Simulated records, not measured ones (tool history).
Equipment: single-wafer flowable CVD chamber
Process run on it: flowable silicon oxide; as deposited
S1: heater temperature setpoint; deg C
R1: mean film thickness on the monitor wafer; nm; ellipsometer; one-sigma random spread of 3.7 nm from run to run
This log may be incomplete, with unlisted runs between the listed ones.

{"run": 1, "hour": 0.0, "S1": 95, "chamber pressure (Pa)": 126.1, "RF power (kW)": 1.895, "deposition time (s)": 1069, "R1": 912}
{"run": 2, "hour": 1.0, "S1": 100, "chamber pressure (Pa)": 126.1, "RF power (kW)": 1.895, "deposition time (s)": 1069, "R1": 779.83}
{"run": 3, "hour": 5.7, "S1": 100, "chamber pressure (Pa)": 126.1, "RF power (kW)": 1.72, "deposition time (s)": 1069, "R1": 763.54}
{"run": 4, "hour": 11.3, "S1": 106, "chamber pressure (Pa)": 126.1, "RF power (kW)": 1.72, "deposition time (s)": 1069, "R1": 630.44}
{"run": 5, "hour": 17.2, "S1": 103, "chamber pressure (Pa)": 126.1, "RF power (kW)": 1.72, "deposition time (s)": 1069, "R1": 690.14}
{"run": 6, "hour": 24.7, "S1": 95, "chamber pressure (Pa)": 126.1, "RF power (kW)": 1.72, "deposition time (s)": 1069, "R1": 893.54}

Estimate the outcome of run 7 from the log above:
{"run": 7, "hour": 31.2, "S1": 94, "chamber pressure (Pa)": 126.1, "RF power (kW)": 1.72, "deposition time (s)": 1069, "R1": "?"}

{"run 7": {"R1": 922.35}}
